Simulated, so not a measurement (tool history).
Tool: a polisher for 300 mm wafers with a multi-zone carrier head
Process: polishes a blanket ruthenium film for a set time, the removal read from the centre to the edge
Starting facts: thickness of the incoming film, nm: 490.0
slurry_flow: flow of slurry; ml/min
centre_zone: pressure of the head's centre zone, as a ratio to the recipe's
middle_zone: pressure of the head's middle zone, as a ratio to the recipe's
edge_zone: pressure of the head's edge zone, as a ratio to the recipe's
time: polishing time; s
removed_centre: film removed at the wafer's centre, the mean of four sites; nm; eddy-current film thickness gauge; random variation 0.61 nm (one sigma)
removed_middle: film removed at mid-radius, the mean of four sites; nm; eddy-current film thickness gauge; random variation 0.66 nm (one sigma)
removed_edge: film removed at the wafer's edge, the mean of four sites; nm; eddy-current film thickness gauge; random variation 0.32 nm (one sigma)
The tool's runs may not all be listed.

run  hour  slurry_flow  centre_zone  middle_zone  edge_zone  time  removed_centre  removed_middle  removed_edge
  1   0.0          190         1.00         1.00       1.00    30          33.463          34.169        34.765
  2   1.7          195         1.00         1.01       1.02    31          35.952          36.028        35.748
  3   5.8          190         0.98         1.01       1.03    32          36.209          35.623        37.140
  4  13.5          185         0.96         1.03       1.02    33          35.360          37.702        37.822
  5  17.7          185         0.95         1.04       1.03    34          37.093          39.536        39.410
  6  18.2          210         0.95         1.04       1.03    34          37.915          40.852        40.276

Run 7 has not been measured yet. What should we expect?
  7  23.9          260         0.93         1.09       1.13    37               ?               ?             ?

Run 7 produced removed_centre 42.921 nm, removed_middle 47.859 nm, removed_edge 46.556 nm.

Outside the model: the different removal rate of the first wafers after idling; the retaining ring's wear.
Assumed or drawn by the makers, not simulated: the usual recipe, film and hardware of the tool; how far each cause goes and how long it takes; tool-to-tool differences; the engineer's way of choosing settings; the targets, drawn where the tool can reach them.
